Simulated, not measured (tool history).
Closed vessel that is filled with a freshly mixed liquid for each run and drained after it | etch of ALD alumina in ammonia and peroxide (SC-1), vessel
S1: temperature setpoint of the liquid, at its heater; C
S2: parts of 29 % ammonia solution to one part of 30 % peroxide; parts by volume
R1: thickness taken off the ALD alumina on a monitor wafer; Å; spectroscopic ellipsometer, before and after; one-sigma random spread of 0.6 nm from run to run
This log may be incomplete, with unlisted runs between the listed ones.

{"run": 1, "day": 0.0, "S1": 55.0, "S2": 0.85, "time in the liquid (s)": 1420, "R1": 1074.8}
{"run": 2, "day": 0.271, "S1": 54.5, "S2": 0.85, "time in the liquid (s)": 1420, "R1": 1030.0}
{"run": 3, "day": 0.517, "S1": 54.0, "S2": 0.85, "time in the liquid (s)": 1420, "R1": 998.43}
{"run": 4, "day": 0.612, "S1": 58.5, "S2": 0.85, "time in the liquid (s)": 1420, "R1": 1263.3}
{"run": 5, "day": 0.729, "S1": 58.5, "S2": 0.85, "time in the liquid (s)": 1420, "R1": 1263.1}
{"run": 6, "day": 1.117, "S1": 58.5, "S2": 0.85, "time in the liquid (s)": 1420, "R1": 1265.7}

Forecast run 7:
{"run": 7, "day": 1.196, "S1": 57.5, "S2": 0.85, "time in the liquid (s)": 1420, "R1": "?"}

R1: 1213.20 Å
